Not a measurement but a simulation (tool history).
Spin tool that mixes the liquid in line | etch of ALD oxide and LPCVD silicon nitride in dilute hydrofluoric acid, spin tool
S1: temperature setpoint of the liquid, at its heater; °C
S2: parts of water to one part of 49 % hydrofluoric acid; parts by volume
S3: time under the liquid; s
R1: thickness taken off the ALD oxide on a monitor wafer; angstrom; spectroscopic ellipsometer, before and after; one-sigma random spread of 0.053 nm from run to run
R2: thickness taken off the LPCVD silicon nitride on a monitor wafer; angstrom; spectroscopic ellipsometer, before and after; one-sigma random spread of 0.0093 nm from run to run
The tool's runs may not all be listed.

run  hour    S1   S2   S3      R1      R2
  1     0    24  160  180  138.11  7.0989
  2   7.6  26.5  160  180  148.74  7.9107
  3  14.1  26.5  205  180  111.68  5.8584
  4  17.8  26.5  150  180  159.67  8.3601
  5  20.3  26.5  195  180  117.61  6.4592
  6  24.3  26.5  195  260  168.82  8.6017
  7  26.6  25.5  215  245   137.6  7.4827
  8  35.3  23.5  230  230  109.79  5.5021
  9  37.5  23.5  245  215  95.069  5.0246
 10    41  22.5  255  205  81.818  4.4009
 11  44.9  21.5  265  200   74.07  3.6923
 12  46.7  21.5  270  190  69.136  3.5276
 13  48.1  21.5  275  185  65.121   3.381
 14  56.7  21.5  275  185  64.648  3.3631
 15  59.3    20  290  180  57.664  2.7603

Run 16, settings as shown, results not yet in. Your forecast:
 16  68.3  20.5  290  175   ?   ?

{"run 16": {"R1": 56.374, "R2": 2.8966}}

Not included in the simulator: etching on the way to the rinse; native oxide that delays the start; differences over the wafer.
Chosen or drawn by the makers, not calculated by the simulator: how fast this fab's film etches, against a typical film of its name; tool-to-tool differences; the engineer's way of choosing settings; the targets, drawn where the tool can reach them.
